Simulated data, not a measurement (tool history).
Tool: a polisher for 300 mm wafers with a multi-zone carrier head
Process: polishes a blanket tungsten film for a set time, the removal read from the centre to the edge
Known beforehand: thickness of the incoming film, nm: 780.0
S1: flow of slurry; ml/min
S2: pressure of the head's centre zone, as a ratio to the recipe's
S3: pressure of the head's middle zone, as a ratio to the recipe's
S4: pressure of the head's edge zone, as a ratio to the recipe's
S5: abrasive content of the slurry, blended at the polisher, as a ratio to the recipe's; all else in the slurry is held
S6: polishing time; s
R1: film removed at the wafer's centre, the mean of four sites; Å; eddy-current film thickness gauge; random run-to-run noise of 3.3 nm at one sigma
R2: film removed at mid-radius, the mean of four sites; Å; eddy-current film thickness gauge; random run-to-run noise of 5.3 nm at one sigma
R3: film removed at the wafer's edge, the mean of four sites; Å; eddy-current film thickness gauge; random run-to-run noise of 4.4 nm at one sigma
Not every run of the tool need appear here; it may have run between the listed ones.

run 1 hour=0 | S1=290 S2=1 S3=1 S4=1 S5=1 S6=54 | R1=2207.3 R2=2285.5 R3=2188.3
run 2 hour=8 | S1=290 S2=0.99 S3=1.01 S4=1.02 S5=1.1 S6=57 | R1=2462.6 R2=2507.9 R3=2415.5
run 3 hour=14.8 | S1=235 S2=0.99 S3=1.01 S4=1.02 S5=1.1 S6=57 | R1=2360 R2=2480.3 R3=2293.4
run 4 hour=17.4 | S1=260 S2=0.97 S3=1.03 S4=1.05 S5=1.2 S6=58 | R1=2449.5 R2=2646.4 R3=2456.6
run 5 hour=25.1 | S1=260 S2=0.97 S3=0.98 S4=1.05 S5=1.2 S6=58 | R1=2391.9 R2=2512.4 R3=2437.7
run 6 hour=29.3 | S1=260 S2=0.97 S3=0.98 S4=1.05 S5=1.2 S6=46 | R1=1927.9 R2=1974.8 R3=1947.9
run 7 hour=34.2 | S1=280 S2=0.96 S3=1 S4=1.08 S5=1.25 S6=50 | R1=2118.7 R2=2325.2 R3=2202.2
run 8 hour=39.2 | S1=305 S2=0.96 S3=0.99 S4=1.1 S5=1.3 S6=53 | R1=2250.3 R2=2378.1 R3=2350.6
run 9 hour=46.5 | S1=315 S2=0.95 S3=1 S4=1.12 S5=1.35 S6=56 | R1=2380.7 R2=2581.8 R3=2599.6

Run 10 has not been measured yet. What should we expect?
run 10 hour=50.3 | S1=325 S2=0.95 S3=1.02 S4=1.13 S5=1.4 S6=58 | R1=? R2=? R3=?

Logged for run 10: R1 2522.2 Å, R2 2671.7 Å, R3 2649.6 Å.

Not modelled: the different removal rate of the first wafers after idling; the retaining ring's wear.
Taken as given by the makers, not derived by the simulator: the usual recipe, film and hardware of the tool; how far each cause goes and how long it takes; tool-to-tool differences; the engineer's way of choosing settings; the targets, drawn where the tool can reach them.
